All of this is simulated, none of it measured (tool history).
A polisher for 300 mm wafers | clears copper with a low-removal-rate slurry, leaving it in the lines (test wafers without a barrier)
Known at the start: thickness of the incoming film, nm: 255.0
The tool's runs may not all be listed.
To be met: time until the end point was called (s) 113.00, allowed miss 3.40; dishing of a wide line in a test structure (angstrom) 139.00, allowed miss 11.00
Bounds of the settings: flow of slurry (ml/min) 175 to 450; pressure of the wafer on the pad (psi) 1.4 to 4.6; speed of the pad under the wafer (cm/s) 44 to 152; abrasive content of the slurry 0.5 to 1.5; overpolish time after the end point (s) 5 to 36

run  hour  flow of slurry (ml/min)  pressure of the wafer on the pad (psi)  speed of the pad under the wafer (cm/s)  abrasive content of the slurry  overpolish time after the end point (s)  time until the end point was called (s)  dishing of a wide line in a test structure (angstrom)
  1   0.0                      290                                     3.0                                       98                             1.0                                       18                                   103.20                                                 186.68
  2   1.5                      290                                     2.6                                       98                             1.0                                       18                                   114.86                                                 175.66
  3   6.2                      290                                     3.1                                       98                             1.0                                       18                                   103.09                                                 190.26
  4  14.7                      290                                     3.1                                       82                             1.0                                       18                                   119.78                                                 179.82
  5  21.8                      290                                     3.4                                       82                             1.0                                       18                                   112.40                                                 176.24
  6  24.2                      290                                     3.4                                       82                             1.0                                       17                                   111.21                                                 168.68
  7  27.4                      290                                     3.4                                       82                             1.0                                       16                                   110.69                                                 170.38
  8  31.5                      290                                     3.4                                       82                             1.0                                       15                                   111.32                                                 158.24

Which of these 4 next moves meets every target?
  A  35.6                      255                                     3.1                                       92                             0.9                                       17                                        ?                                                      ?
  B  35.6                      260                                     3.6                                       82                             0.8                                       16                                        ?                                                      ?
  C  35.6                      360                                     4.0                                       74                             1.1                                       17                                        ?                                                      ?
  D  35.6                      300                                     3.4                                       84                             0.9                                       12                                        ?                                                      ?

move  time until the end point was called (s)  dishing of a wide line in a test structure (angstrom)
   A                                   109.94                                                 172.92
   B                                   111.44                                                 166.37
   C                                   103.15                                                 179.70
   D                                   110.08                                                 140.33
A: further off than the last run
B: further off than the last run
C: further off than the last run
D: meets every target
Answer: D
